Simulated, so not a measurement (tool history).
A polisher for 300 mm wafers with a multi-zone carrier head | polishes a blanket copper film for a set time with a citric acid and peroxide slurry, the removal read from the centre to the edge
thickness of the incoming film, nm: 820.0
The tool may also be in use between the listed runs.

run,hour,flow of slurry (ml/min),pressure of the head's centre zone,pressure of the head's middle zone,pressure of the head's edge zone,abrasive content of the slurry,polishing time (s),film removed at the wafer's centre (angstrom),film removed at mid-radius (angstrom),film removed at the wafer's edge (angstrom)
1,0,175,1,1,1,1,85,2572.4,2535.3,2496.6
2,1.8,175,1.01,1,0.98,0.95,82,2348.6,2367.9,2368.5
3,10.1,150,1.01,1,0.98,0.95,82,2357.5,2317.9,2334.9
4,18.7,120,1.01,1,0.98,0.95,82,2142.7,2231.1,2249
5,23.5,120,1.01,1,0.98,0.95,98,2603.4,2614.7,2658.9
6,27.3,120,1.01,1,0.98,0.95,113,3068.5,2960.6,3090.7
7,32.6,125,1.03,1,0.97,0.9,107,2944.7,2819.6,2891.3
8,33.7,130,1.05,1,0.96,0.85,101,2786,2655.2,2678.3
9,39.8,135,1.06,0.99,0.95,0.8,96,2676.5,2494.5,2508.9
10,44.7,140,1.07,0.99,0.94,0.75,92,2465.7,2310.8,2337.3
11,49.6,145,1.08,0.99,0.93,0.7,89,2412.7,2198.3,2211.4
# hour 50.4: edge zone pressure recalibrated
12,50.4,145,1.09,0.99,0.92,0.7,87,2390.8,2212.5,2134.8

Run 13 comes next. What will it give?
13,55.6,145,1.09,0.99,0.92,0.7,87,?,?,?

Run 13 gave film removed at the wafer's centre (angstrom) 2378.7, film removed at mid-radius (angstrom) 2196.1, film removed at the wafer's edge (angstrom) 2092.9.
